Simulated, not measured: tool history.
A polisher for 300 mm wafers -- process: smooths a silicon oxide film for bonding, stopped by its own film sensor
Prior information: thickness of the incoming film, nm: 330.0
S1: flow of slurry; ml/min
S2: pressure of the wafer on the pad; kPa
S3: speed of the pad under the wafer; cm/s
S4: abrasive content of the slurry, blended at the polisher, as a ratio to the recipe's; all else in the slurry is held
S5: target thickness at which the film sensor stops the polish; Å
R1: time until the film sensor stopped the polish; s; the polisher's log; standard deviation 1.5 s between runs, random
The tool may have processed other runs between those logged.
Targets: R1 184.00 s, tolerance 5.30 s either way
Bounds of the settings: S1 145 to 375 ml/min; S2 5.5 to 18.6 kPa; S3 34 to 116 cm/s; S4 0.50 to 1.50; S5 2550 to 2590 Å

run  hour   S1    S2  S3    S4    S5      R1
  1   0.0  240  11.7  74  1.00  2590  145.57
  2   8.3  240  11.7  90  1.00  2590  123.99
  3  10.2  240  10.3  90  1.00  2590  136.49
  4  12.3  295  10.3  90  1.00  2590  136.34
  5  20.3  295  10.3  90  1.00  2550  143.93
  6  28.4  295  10.3  90  1.10  2550  134.55
  7  31.9  295   9.7  90  1.10  2550  144.96
  8  40.5  295   9.0  90  1.10  2550  156.95
  9  45.4  290   8.3  90  1.10  2550  164.01

Consider the 4 candidate settings below. Which is the only one whose results all fall within their allowed miss of target?
  A  50.3  310  8.3  82  1.20  2550   ?
  B  50.3  225  6.9  92  1.25  2590   ?
  C  50.3  310  7.6  92  0.95  2590   ?
  D  50.3  255  6.2  84  1.40  2550   ?

move      R1
   A  170.65
   B  175.13
   C  184.23
   D  203.08
A: nearer than the last run, and not there yet
B: nearer than the last run, and not there yet
C: all results in spec
D: the result that was furthest off in the last run now lies on the other side of its target
Go with C: it meets all targets.

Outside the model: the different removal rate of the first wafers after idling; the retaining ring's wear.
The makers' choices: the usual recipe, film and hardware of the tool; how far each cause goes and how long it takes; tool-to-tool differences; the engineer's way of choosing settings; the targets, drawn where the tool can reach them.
